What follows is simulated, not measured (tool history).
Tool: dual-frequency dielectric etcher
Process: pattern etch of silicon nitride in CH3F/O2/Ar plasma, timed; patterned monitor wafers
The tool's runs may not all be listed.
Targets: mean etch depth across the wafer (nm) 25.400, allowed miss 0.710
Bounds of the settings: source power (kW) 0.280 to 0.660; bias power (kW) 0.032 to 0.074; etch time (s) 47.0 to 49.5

run	hour	source power (kW)	bias power (kW)	etch time (s)	mean etch depth across the wafer (nm)
1	0.0	0.470	0.053	47.0	30.036
2	1.6	0.450	0.052	47.0	28.919
3	4.9	0.530	0.052	47.0	32.131
4	10.1	0.530	0.052	47.0	31.577
5	10.7	0.530	0.045	47.0	30.360
6	19.6	0.530	0.040	47.0	29.119
7	25.8	0.510	0.040	47.0	28.401
8	30.0	0.500	0.040	47.0	28.084
9	34.6	0.490	0.040	47.0	27.637
10	37.3	0.480	0.040	47.0	27.494
11	38.3	0.390	0.036	47.0	23.553
12	46.4	0.400	0.036	47.0	23.521
13	47.3	0.410	0.036	47.0	24.089

Which of these 5 next moves meets every target?
A	48.2	0.390	0.035	48.0	?
B	48.2	0.350	0.037	47.0	?
C	48.2	0.380	0.037	49.0	?
D	48.2	0.360	0.034	49.5	?
E	48.2	0.460	0.032	48.5	?

move	mean etch depth across the wafer (nm)
A	23.850
B	22.372
C	24.491
D	23.203
E	25.600
A: further off than the last run
B: further off than the last run
C: nearer than the last run, and not there yet
D: further off than the last run
E: meets every target
Answer: E
